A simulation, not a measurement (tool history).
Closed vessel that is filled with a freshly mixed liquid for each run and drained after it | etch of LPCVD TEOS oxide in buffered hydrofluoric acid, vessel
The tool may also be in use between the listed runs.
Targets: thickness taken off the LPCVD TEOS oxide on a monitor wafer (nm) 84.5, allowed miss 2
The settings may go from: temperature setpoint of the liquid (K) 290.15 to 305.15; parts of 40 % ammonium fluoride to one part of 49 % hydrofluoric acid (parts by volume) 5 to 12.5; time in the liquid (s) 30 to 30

run,hour,temperature setpoint of the liquid (K),parts of 40 % ammonium fluoride to one part of 49 % hydrofluoric acid (parts by volume),time in the liquid (s),thickness taken off the LPCVD TEOS oxide on a monitor wafer (nm)
1,0,297.15,7.5,30,65.002
2,1.7,298.65,7.5,30,70.374
3,3.6,299.65,7.5,30,74.019
4,12.4,298.15,7.5,30,68.359
5,16.9,299.65,7.5,30,73.588
6,20,299.65,7.5,30,74.062
7,26.3,300.65,7.5,30,77.271
8,29,300.65,7.5,30,78.439
9,32.2,301.15,7.5,30,80.188
10,39.7,301.65,7.5,30,82.296

4 next moves are on the table. One of them brings every result within its allowed miss. Which?
A,47.2,299.15,6,30,?
B,47.2,303.65,8,30,?
C,47.2,303.65,7.5,30,?
D,47.2,303.15,7.5,30,?

move,thickness taken off the LPCVD TEOS oxide on a monitor wafer (nm)
A,88.141
B,84.747
C,90.865
D,88.52
A: takes the result that was furthest off past its target
B: meets every target
C: takes the result that was furthest off past its target
D: takes the result that was furthest off past its target
The right move is B.
